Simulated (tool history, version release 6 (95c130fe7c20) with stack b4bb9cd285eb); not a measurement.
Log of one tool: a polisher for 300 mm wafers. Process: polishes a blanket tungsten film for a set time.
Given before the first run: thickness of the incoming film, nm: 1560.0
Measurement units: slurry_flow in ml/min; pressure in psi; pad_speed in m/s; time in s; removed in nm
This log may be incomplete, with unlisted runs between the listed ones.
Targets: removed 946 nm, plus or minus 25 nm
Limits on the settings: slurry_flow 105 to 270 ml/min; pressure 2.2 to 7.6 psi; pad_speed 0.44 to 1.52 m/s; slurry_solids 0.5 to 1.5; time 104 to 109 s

Run 1, hour 0: slurry_flow 175 ml/min, pressure 4.9 psi, pad_speed 0.98 m/s, slurry_solids 1, time 104 s. Result: removed 587.88 nm.
Run 2, hour 4.1: slurry_flow 175 ml/min, pressure 4.9 psi, pad_speed 0.98 m/s, slurry_solids 1, time 104 s. Result: removed 587.56 nm.
Run 3, hour 10: slurry_flow 175 ml/min, pressure 4.9 psi, pad_speed 0.98 m/s, slurry_solids 0.9, time 104 s. Result: removed 573.66 nm.
Run 4, hour 14.7: slurry_flow 175 ml/min, pressure 4.9 psi, pad_speed 0.86 m/s, slurry_solids 0.9, time 104 s. Result: removed 510.62 nm.
Run 5, hour 17.3: slurry_flow 185 ml/min, pressure 5.7 psi, pad_speed 0.88 m/s, slurry_solids 0.9, time 104 s. Result: removed 613.08 nm.
Run 6, hour 25.6: slurry_flow 190 ml/min, pressure 6.2 psi, pad_speed 0.9 m/s, slurry_solids 0.9, time 104 s. Result: removed 678.57 nm.
Run 7, hour 26.8: slurry_flow 195 ml/min, pressure 6.6 psi, pad_speed 0.92 m/s, slurry_solids 0.9, time 104 s. Result: removed 741.57 nm.
Run 8, hour 31.9: slurry_flow 195 ml/min, pressure 6.9 psi, pad_speed 0.94 m/s, slurry_solids 0.9, time 104 s. Result: removed 784.02 nm.
Run 9, hour 37: slurry_flow 200 ml/min, pressure 7.1 psi, pad_speed 0.96 m/s, slurry_solids 0.9, time 104 s. Result: removed 823.36 nm.
Run 10, hour 45.1: slurry_flow 200 ml/min, pressure 7.2 psi, pad_speed 0.98 m/s, slurry_solids 0.9, time 104 s. Result: removed 853.27 nm.
Run 11, hour 48.8: slurry_flow 200 ml/min, pressure 7.3 psi, pad_speed 1 m/s, slurry_solids 0.9, time 104 s. Result: removed 881.49 nm.
Run 12, hour 55.1: slurry_flow 205 ml/min, pressure 7.4 psi, pad_speed 1 m/s, slurry_solids 0.9, time 104 s. Result: removed 891.47 nm.
Run 13, hour 58.1: slurry_flow 205 ml/min, pressure 7.4 psi, pad_speed 1 m/s, slurry_solids 0.9, time 104 s. Result: removed 884.4 nm.
Run 14, hour 66.8: slurry_flow 205 ml/min, pressure 7.5 psi, pad_speed 1.02 m/s, slurry_solids 0.9, time 104 s. Result: removed 913.73 nm.

5 next moves are on the table. One of them brings every result within its allowed miss. Which?
Run A, hour 75.5: slurry_flow 235 ml/min, pressure 7.6 psi, pad_speed 0.98 m/s, slurry_solids 1.2, time 109 s. Result: removed ?.
Run B, hour 75.5: slurry_flow 155 ml/min, pressure 7.6 psi, pad_speed 1.28 m/s, slurry_solids 0.5, time 109 s. Result: removed ?.
Run C, hour 75.5: slurry_flow 220 ml/min, pressure 7.6 psi, pad_speed 1.08 m/s, slurry_solids 0.9, time 108 s. Result: removed ?.
Run D, hour 75.5: slurry_flow 190 ml/min, pressure 7 psi, pad_speed 1.1 m/s, slurry_solids 0.85, time 109 s. Result: removed ?.
Run E, hour 75.5: slurry_flow 210 ml/min, pressure 7.2 psi, pad_speed 1.02 m/s, slurry_solids 0.85, time 104 s. Result: removed ?.

move  removed
   A   1009.7
   B   1021.7
   C   1019.5
   D   936.48
   E    872.9
A: the result that was furthest off in the last run now lies on the other side of its target
B: the result that was furthest off in the last run now lies on the other side of its target
C: the result that was furthest off in the last run now lies on the other side of its target
D: every result lands within tolerance
E: lands further from the targets than the last run did
D is the move that brings every result within its allowed miss.
